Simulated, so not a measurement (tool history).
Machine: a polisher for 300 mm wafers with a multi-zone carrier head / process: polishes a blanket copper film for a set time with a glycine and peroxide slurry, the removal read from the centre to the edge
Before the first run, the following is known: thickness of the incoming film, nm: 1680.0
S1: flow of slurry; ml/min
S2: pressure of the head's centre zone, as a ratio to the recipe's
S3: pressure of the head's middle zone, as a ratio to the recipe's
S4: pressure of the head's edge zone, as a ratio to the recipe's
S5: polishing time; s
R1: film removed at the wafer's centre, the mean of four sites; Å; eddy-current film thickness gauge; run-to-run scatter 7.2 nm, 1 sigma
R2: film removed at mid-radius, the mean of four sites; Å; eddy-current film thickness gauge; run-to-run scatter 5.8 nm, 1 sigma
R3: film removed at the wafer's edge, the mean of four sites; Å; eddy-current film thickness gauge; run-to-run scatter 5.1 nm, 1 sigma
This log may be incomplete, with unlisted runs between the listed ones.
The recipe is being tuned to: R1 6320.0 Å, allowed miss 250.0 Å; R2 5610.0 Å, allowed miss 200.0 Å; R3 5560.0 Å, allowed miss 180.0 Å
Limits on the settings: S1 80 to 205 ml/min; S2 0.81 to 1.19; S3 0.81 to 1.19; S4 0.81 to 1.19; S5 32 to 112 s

Run 1, day 0.000: S1 135 ml/min, S2 1.00, S3 1.00, S4 1.00, S5 72 s. Result: R1 4766.4 Å, R2 4530.9 Å, R3 4371.4 Å.
Run 2, day 0.125: S1 135 ml/min, S2 0.94, S3 1.00, S4 1.00, S5 72 s. Result: R1 4544.8 Å, R2 4407.2 Å, R3 4303.8 Å.
Run 3, day 0.196: S1 135 ml/min, S2 0.94, S3 1.00, S4 1.05, S5 72 s. Result: R1 4437.2 Å, R2 4502.5 Å, R3 4384.6 Å.
Run 4, day 0.354: S1 145 ml/min, S2 1.00, S3 0.99, S4 1.07, S5 75 s. Result: R1 4946.8 Å, R2 4682.6 Å, R3 4569.1 Å.
At day 0.688: centre zone pressure recalibrated.
Run 5, day 0.688: S1 145 ml/min, S2 1.06, S3 0.99, S4 1.07, S5 75 s. Result: R1 4963.3 Å, R2 4642.8 Å, R3 4573.5 Å.
Run 6, day 1.017: S1 145 ml/min, S2 1.06, S3 0.99, S4 1.07, S5 65 s. Result: R1 4161.3 Å, R2 4114.6 Å, R3 3983.4 Å.
Run 7, day 1.188: S1 145 ml/min, S2 1.06, S3 0.99, S4 1.07, S5 72 s. Result: R1 4694.5 Å, R2 4498.3 Å, R3 4469.7 Å.
Run 8, day 1.217: S1 150 ml/min, S2 1.07, S3 0.99, S4 1.06, S5 76 s. Result: R1 5076.1 Å, R2 4756.8 Å, R3 4625.7 Å.

4 candidate next runs follow, results not yet known. Just one meets every target within its allowed miss. Identify it.
Run A, day 1.246: S1 110 ml/min, S2 1.10, S3 0.94, S4 0.91, S5 99 s. Result: R1 ?, R2 ?, R3 ?.
Run B, day 1.246: S1 180 ml/min, S2 1.05, S3 1.13, S4 0.87, S5 86 s. Result: R1 ?, R2 ?, R3 ?.
Run C, day 1.246: S1 205 ml/min, S2 1.19, S3 1.16, S4 1.01, S5 68 s. Result: R1 ?, R2 ?, R3 ?.
Run D, day 1.246: S1 155 ml/min, S2 1.10, S3 1.06, S4 1.01, S5 91 s. Result: R1 ?, R2 ?, R3 ?.

move      R1      R2      R3
   A  6198.9  5627.3  5486.1
   B  5827.0  6255.5  5060.0
   C  5346.4  5144.1  4278.5
   D  6264.9  6136.6  5538.2
A: hits every target within its allowed miss
B: an improvement on the last run, though not all results are within tolerance
C: moves away from the targets compared with the last run
D: brings the last run's worst result on target, with another outside its allowed miss
The move that meets every target is A.
